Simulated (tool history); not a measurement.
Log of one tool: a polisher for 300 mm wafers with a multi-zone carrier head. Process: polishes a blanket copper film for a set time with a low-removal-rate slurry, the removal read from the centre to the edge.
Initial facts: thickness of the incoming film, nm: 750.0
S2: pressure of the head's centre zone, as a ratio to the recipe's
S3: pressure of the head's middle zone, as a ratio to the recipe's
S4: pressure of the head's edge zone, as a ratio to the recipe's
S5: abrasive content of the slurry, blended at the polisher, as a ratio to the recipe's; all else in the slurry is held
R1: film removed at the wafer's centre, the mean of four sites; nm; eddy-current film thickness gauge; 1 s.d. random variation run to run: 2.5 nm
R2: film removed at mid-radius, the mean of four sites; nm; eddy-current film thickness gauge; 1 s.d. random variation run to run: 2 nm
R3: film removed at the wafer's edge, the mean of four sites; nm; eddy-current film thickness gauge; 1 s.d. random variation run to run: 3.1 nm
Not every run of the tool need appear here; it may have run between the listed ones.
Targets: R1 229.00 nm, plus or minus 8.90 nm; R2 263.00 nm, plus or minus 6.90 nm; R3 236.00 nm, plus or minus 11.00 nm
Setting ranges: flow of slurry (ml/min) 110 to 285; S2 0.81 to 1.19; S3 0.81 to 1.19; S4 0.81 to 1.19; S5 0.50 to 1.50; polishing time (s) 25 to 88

Run 1, hour 0.0: flow of slurry (ml/min) 180, S2 1.00, S3 1.00, S4 1.00, S5 1.00, polishing time (s) 56. Result: R1 159.18 nm, R2 174.85 nm, R3 177.75 nm.
Run 2, hour 1.7: flow of slurry (ml/min) 180, S2 1.00, S3 1.00, S4 1.08, S5 1.00, polishing time (s) 56. Result: R1 160.34 nm, R2 173.70 nm, R3 184.80 nm.
Run 3, hour 9.1: flow of slurry (ml/min) 180, S2 1.00, S3 1.00, S4 1.08, S5 0.85, polishing time (s) 56. Result: R1 156.05 nm, R2 171.16 nm, R3 174.16 nm.
Run 4, hour 9.6: flow of slurry (ml/min) 205, S2 1.03, S3 1.07, S4 1.06, S5 1.00, polishing time (s) 59. Result: R1 176.98 nm, R2 198.70 nm, R3 193.85 nm.
Run 5, hour 12.2: flow of slurry (ml/min) 205, S2 1.03, S3 1.03, S4 1.06, S5 1.00, polishing time (s) 59. Result: R1 180.04 nm, R2 195.92 nm, R3 197.12 nm.
Run 6, hour 15.6: flow of slurry (ml/min) 230, S2 1.05, S3 1.08, S4 1.05, S5 1.10, polishing time (s) 60. Result: R1 190.86 nm, R2 212.15 nm, R3 201.67 nm.
Run 7, hour 22.2: flow of slurry (ml/min) 240, S2 1.06, S3 1.11, S4 1.06, S5 1.20, polishing time (s) 61. Result: R1 204.85 nm, R2 223.29 nm, R3 206.48 nm.
Run 8, hour 23.3: flow of slurry (ml/min) 245, S2 1.04, S3 1.13, S4 1.08, S5 1.25, polishing time (s) 63. Result: R1 208.14 nm, R2 239.85 nm, R3 225.39 nm.
Run 9, hour 28.3: flow of slurry (ml/min) 245, S2 1.04, S3 1.13, S4 1.08, S5 1.25, polishing time (s) 63. Result: R1 205.38 nm, R2 239.20 nm, R3 222.98 nm.
Run 10, hour 36.0: flow of slurry (ml/min) 250, S2 1.05, S3 1.15, S4 1.09, S5 1.30, polishing time (s) 63. Result: R1 212.96 nm, R2 243.16 nm, R3 226.12 nm.
At hour 43.2: centre zone pressure recalibrated.
Run 11, hour 43.2: flow of slurry (ml/min) 270, S2 1.05, S3 1.19, S4 1.08, S5 1.45, polishing time (s) 64. Result: R1 244.49 nm, R2 268.37 nm, R3 232.97 nm.
Run 12, hour 45.0: flow of slurry (ml/min) 260, S2 1.04, S3 1.19, S4 1.08, S5 1.45, polishing time (s) 64. Result: R1 242.83 nm, R2 263.08 nm, R3 233.73 nm.

Exactly one of the 5 candidate moves below puts every result within its allowed miss. Which one?
Run A, hour 46.8: flow of slurry (ml/min) 245, S2 0.99, S3 1.17, S4 1.07, S5 1.45, polishing time (s) 65. Result: R1 ?, R2 ?, R3 ?.
Run B, hour 46.8: flow of slurry (ml/min) 280, S2 0.95, S3 1.08, S4 1.19, S5 1.20, polishing time (s) 70. Result: R1 ?, R2 ?, R3 ?.
Run C, hour 46.8: flow of slurry (ml/min) 260, S2 1.13, S3 1.15, S4 1.19, S5 1.45, polishing time (s) 66. Result: R1 ?, R2 ?, R3 ?.
Run D, hour 46.8: flow of slurry (ml/min) 260, S2 1.07, S3 1.14, S4 1.10, S5 1.45, polishing time (s) 65. Result: R1 ?, R2 ?, R3 ?.
Run E, hour 46.8: flow of slurry (ml/min) 250, S2 1.09, S3 1.19, S4 1.03, S5 1.45, polishing time (s) 64. Result: R1 ?, R2 ?, R3 ?.

move      R1      R2      R3
   A  226.63  260.86  236.62
   B  229.28  256.68  262.57
   C  264.95  262.60  255.13
   D  246.97  256.81  241.32
   E  246.57  261.14  228.99
A: all results land within tolerance of their targets
B: corrects the largest miss of the last run, while another result sits out of spec
C: its largest miss is bigger than the last run's
D: its largest miss is bigger than the last run's
E: its largest miss is bigger than the last run's
Answer: A
